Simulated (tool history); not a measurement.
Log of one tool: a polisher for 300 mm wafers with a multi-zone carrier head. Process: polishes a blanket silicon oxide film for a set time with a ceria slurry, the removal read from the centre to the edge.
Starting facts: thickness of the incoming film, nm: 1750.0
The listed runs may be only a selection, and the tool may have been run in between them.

| run | hour | flow of slurry (ml/min) | pressure of the head's centre zone | pressure of the head's middle zone | pressure of the head's edge zone | polishing time (s) | film removed at the wafer's centre (nm) | film removed at mid-radius (nm) | film removed at the wafer's edge (nm) |
|---|---|---|---|---|---|---|---|---|---|
| 1 | 0 | 240 | 1 | 1 | 1 | 35 | 184.47 | 182.32 | 180.42 |
| 2 | 4.4 | 255 | 1.04 | 1.02 | 1.03 | 37 | 203.27 | 199.34 | 194.39 |
| 3 | 6.4 | 265 | 1.07 | 1.02 | 1.04 | 39 | 224.69 | 209.8 | 207.31 |
| 4 | 11.2 | 265 | 1.07 | 1.02 | 0.97 | 39 | 224.87 | 213.02 | 200.4 |
| 5 | 17.8 | 265 | 1.07 | 0.94 | 0.97 | 39 | 223.15 | 198.47 | 201.94 |
| 6 | 18.5 | 275 | 1.09 | 0.97 | 0.99 | 41 | 239.19 | 213.03 | 216.05 |
| 7 | 27.4 | 280 | 1.11 | 0.99 | 1 | 43 | 259.89 | 224.43 | 223.24 |
| 8 | 29.3 | 285 | 1.11 | 1.01 | 1.02 | 44 | 262.31 | 236.33 | 230.95 |
| 9 | 36.3 | 285 | 1.12 | 1.02 | 1.03 | 45 | 276.4 | 239.63 | 239.67 |

Forecast run 10:
| 10 | 45.2 | 335 | 1.15 | 1.12 | 1.1 | 49 | ? | ? | ? |

{"run 10": {"film removed at the wafer's centre (nm)": 312.38, "film removed at mid-radius (nm)": 285.4, "film removed at the wafer's edge (nm)": 268.16}}
